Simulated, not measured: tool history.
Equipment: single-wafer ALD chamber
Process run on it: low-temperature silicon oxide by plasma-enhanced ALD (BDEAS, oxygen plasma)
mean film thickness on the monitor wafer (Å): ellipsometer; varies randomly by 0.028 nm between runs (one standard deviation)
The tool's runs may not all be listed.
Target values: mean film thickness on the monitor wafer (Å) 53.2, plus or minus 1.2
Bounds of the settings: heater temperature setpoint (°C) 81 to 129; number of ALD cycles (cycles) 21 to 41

run,day,heater temperature setpoint (°C),number of ALD cycles (cycles),mean film thickness on the monitor wafer (Å)
1,0,105,31,42.177
2,0.292,104,32,44.236
3,0.483,103,33,45.549
4,0.721,102,33,45.367
5,0.788,97,33,46.006
6,0.917,97,29,40.396
# day 1.233: thermocouple changed; heater temperature recalibrated
7,1.233,97,30,42.114
8,1.362,93,35,49.927
9,1.462,91,36,51.274
10,1.517,90,38,54.832

Below are 5 possible settings for the next run. Only one of them brings all results inside the allowed miss of their targets. Which is it?
A,1.571,88,37,?
B,1.571,89,39,?
C,1.571,87,40,?
D,1.571,94,40,?
E,1.571,85,38,?

move,mean film thickness on the monitor wafer (Å)
A,53.447
B,56.163
C,57.958
D,56.718
E,55.397
A: all results land within tolerance of their targets
B: further off than the last run
C: further off than the last run
D: further off than the last run
E: further off than the last run
Correct choice: A, which meets every target

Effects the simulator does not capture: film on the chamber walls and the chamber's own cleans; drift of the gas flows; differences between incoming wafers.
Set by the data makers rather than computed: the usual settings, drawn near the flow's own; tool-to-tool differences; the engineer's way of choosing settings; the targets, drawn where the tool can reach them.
